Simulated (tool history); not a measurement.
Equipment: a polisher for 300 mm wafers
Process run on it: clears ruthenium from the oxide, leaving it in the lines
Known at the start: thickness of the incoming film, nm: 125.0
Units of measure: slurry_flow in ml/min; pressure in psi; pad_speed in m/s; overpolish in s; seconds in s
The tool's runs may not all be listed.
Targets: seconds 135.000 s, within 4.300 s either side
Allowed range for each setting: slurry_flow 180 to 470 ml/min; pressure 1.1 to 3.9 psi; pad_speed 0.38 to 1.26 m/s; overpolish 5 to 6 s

run 1 day=0.000 | slurry_flow=300 pressure=2.5 pad_speed=0.82 overpolish=6 | seconds=91.123
run 2 day=0.292 | slurry_flow=300 pressure=2.7 pad_speed=0.82 overpolish=6 | seconds=87.501
run 3 day=0.425 | slurry_flow=340 pressure=2.7 pad_speed=0.82 overpolish=6 | seconds=83.403
run 4 day=0.571 | slurry_flow=320 pressure=2.4 pad_speed=0.82 overpolish=6 | seconds=94.080
run 5 day=0.800 | slurry_flow=310 pressure=2.2 pad_speed=0.82 overpolish=6 | seconds=101.830
run 6 day=0.833 | slurry_flow=260 pressure=2.2 pad_speed=0.82 overpolish=6 | seconds=104.370
-- day=0.979 head pressure recalibrated
run 7 day=0.979 | slurry_flow=255 pressure=2.0 pad_speed=0.82 overpolish=6 | seconds=118.830
run 8 day=1.321 | slurry_flow=245 pressure=2.0 pad_speed=0.82 overpolish=6 | seconds=119.390
run 9 day=1.408 | slurry_flow=235 pressure=2.0 pad_speed=0.82 overpolish=6 | seconds=120.880
run 10 day=1.471 | slurry_flow=225 pressure=1.7 pad_speed=0.82 overpolish=6 | seconds=140.420
run 11 day=1.733 | slurry_flow=230 pressure=1.7 pad_speed=0.82 overpolish=6 | seconds=139.980
run 12 day=1.829 | slurry_flow=235 pressure=1.7 pad_speed=0.82 overpolish=6 | seconds=139.840

Consider the 4 candidate settings below. Which is the only one whose results all fall within their allowed miss of target?
run A day=1.925 | slurry_flow=245 pressure=2.0 pad_speed=0.74 overpolish=5 | seconds=?
run B day=1.925 | slurry_flow=240 pressure=1.6 pad_speed=0.82 overpolish=6 | seconds=?
run C day=1.925 | slurry_flow=260 pressure=1.6 pad_speed=0.82 overpolish=5 | seconds=?
run D day=1.925 | slurry_flow=245 pressure=1.7 pad_speed=0.78 overpolish=5 | seconds=?

move=A seconds=135.920
move=B seconds=148.220
move=C seconds=146.780
move=D seconds=147.740
A: all results land within tolerance of their targets
B: its largest miss is bigger than the last run's
C: its largest miss is bigger than the last run's
D: its largest miss is bigger than the last run's
Correct choice: A, which meets every target
